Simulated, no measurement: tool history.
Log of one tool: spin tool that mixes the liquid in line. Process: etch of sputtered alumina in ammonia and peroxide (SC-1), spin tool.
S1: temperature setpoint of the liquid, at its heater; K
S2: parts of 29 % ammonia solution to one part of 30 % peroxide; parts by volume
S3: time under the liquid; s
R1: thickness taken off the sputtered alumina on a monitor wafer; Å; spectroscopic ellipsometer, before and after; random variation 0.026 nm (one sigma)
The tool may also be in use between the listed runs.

run  hour      S1   S2   S3       R1
  1   0.0  324.15  0.5  280  137.210
  2   3.7  322.65  0.5  280  125.760
  3   9.1  329.15  0.5  280  179.480
  4  12.2  329.15  0.5  280  178.390
  5  16.7  327.15  0.5  280  161.230
  6  17.4  325.65  0.5  280  147.850

Run 7 comes next. What will it give?
  7  22.5  317.65  0.5  280   ?

{"run 7": {"R1": 95.351}}
